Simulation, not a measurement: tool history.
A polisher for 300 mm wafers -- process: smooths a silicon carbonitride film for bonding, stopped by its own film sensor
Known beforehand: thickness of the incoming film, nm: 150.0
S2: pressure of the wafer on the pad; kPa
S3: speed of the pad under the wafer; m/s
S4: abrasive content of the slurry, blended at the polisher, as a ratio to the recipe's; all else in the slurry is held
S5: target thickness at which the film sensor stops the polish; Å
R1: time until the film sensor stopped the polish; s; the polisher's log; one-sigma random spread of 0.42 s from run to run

run 1 hour=0 | flow_of_slurry_(ml/min)=255 S2=10.3 S3=1.16 S4=1 S5=1390 | R1=41.799
run 2 hour=3.6 | flow_of_slurry_(ml/min)=250 S2=9.7 S3=1.16 S4=1 S5=1390 | R1=44.709
run 3 hour=7.8 | flow_of_slurry_(ml/min)=250 S2=7.6 S3=1.16 S4=1 S5=1390 | R1=56.309
run 4 hour=14.9 | flow_of_slurry_(ml/min)=250 S2=7.6 S3=1.16 S4=1 S5=1390 | R1=55.439
run 5 hour=23.6 | flow_of_slurry_(ml/min)=285 S2=7.6 S3=1.16 S4=1 S5=1390 | R1=54.992
run 6 hour=24.5 | flow_of_slurry_(ml/min)=310 S2=7.6 S3=1.16 S4=1 S5=1390 | R1=55.937
run 7 hour=29.7 | flow_of_slurry_(ml/min)=310 S2=9.7 S3=1.18 S4=1 S5=1390 | R1=42.698

Predict the results of run 8:
run 8 hour=32.4 | flow_of_slurry_(ml/min)=300 S2=8.3 S3=1.18 S4=1 S5=1390 | R1=?

Run 8 yielded R1 50.273 s.
